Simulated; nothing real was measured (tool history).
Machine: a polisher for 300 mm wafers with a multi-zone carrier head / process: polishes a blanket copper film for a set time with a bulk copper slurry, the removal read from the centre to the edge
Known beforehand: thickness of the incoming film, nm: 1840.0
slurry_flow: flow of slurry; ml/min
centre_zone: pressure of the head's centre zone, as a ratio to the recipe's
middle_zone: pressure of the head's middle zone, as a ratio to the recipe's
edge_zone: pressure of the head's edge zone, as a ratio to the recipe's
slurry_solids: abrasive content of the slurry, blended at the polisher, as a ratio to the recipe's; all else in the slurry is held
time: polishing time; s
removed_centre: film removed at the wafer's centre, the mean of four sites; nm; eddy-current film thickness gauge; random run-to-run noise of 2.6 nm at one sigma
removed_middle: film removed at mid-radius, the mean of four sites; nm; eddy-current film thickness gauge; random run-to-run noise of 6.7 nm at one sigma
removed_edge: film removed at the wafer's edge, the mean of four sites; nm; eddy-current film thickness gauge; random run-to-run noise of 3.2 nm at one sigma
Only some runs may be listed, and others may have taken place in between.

{"run": 1, "day": 0.0, "slurry_flow": 205, "centre_zone": 1, "middle_zone": 1, "edge_zone": 1, "slurry_solids": 1, "time": 59, "removed_centre": 484.87, "removed_middle": 483.92, "removed_edge": 518.29}
{"run": 2, "day": 0.142, "slurry_flow": 205, "centre_zone": 1, "middle_zone": 1, "edge_zone": 1, "slurry_solids": 1.1, "time": 59, "removed_centre": 494.14, "removed_middle": 480.82, "removed_edge": 530.06}
{"run": 3, "day": 0.308, "slurry_flow": 205, "centre_zone": 1, "middle_zone": 1, "edge_zone": 0.97, "slurry_solids": 1.1, "time": 59, "removed_centre": 494.97, "removed_middle": 497.09, "removed_edge": 526.15}
{"run": 4, "day": 0.596, "slurry_flow": 205, "centre_zone": 1, "middle_zone": 0.96, "edge_zone": 0.97, "slurry_solids": 1.1, "time": 59, "removed_centre": 493.94, "removed_middle": 464.96, "removed_edge": 525.7}
{"run": 5, "day": 0.779, "slurry_flow": 200, "centre_zone": 0.99, "middle_zone": 0.97, "edge_zone": 0.96, "slurry_solids": 1.05, "time": 59, "removed_centre": 490.78, "removed_middle": 481.79, "removed_edge": 510.58}
{"run": 6, "day": 1.125, "slurry_flow": 200, "centre_zone": 0.99, "middle_zone": 0.97, "edge_zone": 0.91, "slurry_solids": 1.05, "time": 59, "removed_centre": 483.62, "removed_middle": 468.25, "removed_edge": 500.82}
{"run": 7, "day": 1.333, "slurry_flow": 195, "centre_zone": 0.98, "middle_zone": 0.98, "edge_zone": 0.9, "slurry_solids": 1, "time": 59, "removed_centre": 480.89, "removed_middle": 464.6, "removed_edge": 489.67}

For run 8, what comes out?
{"run": 8, "day": 1.525, "slurry_flow": 190, "centre_zone": 0.96, "middle_zone": 0.99, "edge_zone": 0.89, "slurry_solids": 1, "time": 59, "removed_centre": "?", "removed_middle": "?", "removed_edge": "?"}

For run 8 the tool returned removed_centre 468.15 nm, removed_middle 464.11 nm, removed_edge 490.99 nm.
